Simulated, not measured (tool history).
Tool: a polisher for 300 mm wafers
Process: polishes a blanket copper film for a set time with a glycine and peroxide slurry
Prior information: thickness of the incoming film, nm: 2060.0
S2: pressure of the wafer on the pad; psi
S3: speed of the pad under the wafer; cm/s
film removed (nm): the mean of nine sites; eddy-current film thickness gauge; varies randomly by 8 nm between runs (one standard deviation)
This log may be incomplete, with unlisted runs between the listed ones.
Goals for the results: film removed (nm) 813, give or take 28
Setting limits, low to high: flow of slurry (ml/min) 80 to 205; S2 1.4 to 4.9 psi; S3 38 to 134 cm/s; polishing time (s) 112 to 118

run 1 hour=0 | flow_of_slurry_(ml/min)=135 S2=3.1 S3=86 polishing_time_(s)=112 | film_removed_(nm)=497.28
run 2 hour=5.4 | flow_of_slurry_(ml/min)=145 S2=3.1 S3=86 polishing_time_(s)=112 | film_removed_(nm)=509.33
run 3 hour=7.8 | flow_of_slurry_(ml/min)=150 S2=3.4 S3=86 polishing_time_(s)=112 | film_removed_(nm)=535.09
run 4 hour=9 | flow_of_slurry_(ml/min)=150 S2=3.4 S3=86 polishing_time_(s)=112 | film_removed_(nm)=541.9
run 5 hour=12.2 | flow_of_slurry_(ml/min)=150 S2=3.4 S3=96 polishing_time_(s)=112 | film_removed_(nm)=594.47
run 6 hour=13 | flow_of_slurry_(ml/min)=150 S2=3.7 S3=96 polishing_time_(s)=112 | film_removed_(nm)=629.67
run 7 hour=14.8 | flow_of_slurry_(ml/min)=150 S2=3.7 S3=96 polishing_time_(s)=112 | film_removed_(nm)=628.77
run 8 hour=16.8 | flow_of_slurry_(ml/min)=150 S2=3.9 S3=96 polishing_time_(s)=112 | film_removed_(nm)=654.53

Which of these 4 next moves meets every target?
run A hour=18.8 | flow_of_slurry_(ml/min)=140 S2=4.1 S3=74 polishing_time_(s)=112 | film_removed_(nm)=?
run B hour=18.8 | flow_of_slurry_(ml/min)=165 S2=4.3 S3=104 polishing_time_(s)=118 | film_removed_(nm)=?
run C hour=18.8 | flow_of_slurry_(ml/min)=140 S2=3.6 S3=80 polishing_time_(s)=112 | film_removed_(nm)=?
run D hour=18.8 | flow_of_slurry_(ml/min)=170 S2=3.1 S3=84 polishing_time_(s)=115 | film_removed_(nm)=?

move=A film_removed_(nm)=528.26
move=B film_removed_(nm)=788.36
move=C film_removed_(nm)=515.7
move=D film_removed_(nm)=517.45
A: its largest miss is bigger than the last run's
B: meets every target
C: its largest miss is bigger than the last run's
D: its largest miss is bigger than the last run's
Correct choice: B, which meets every target
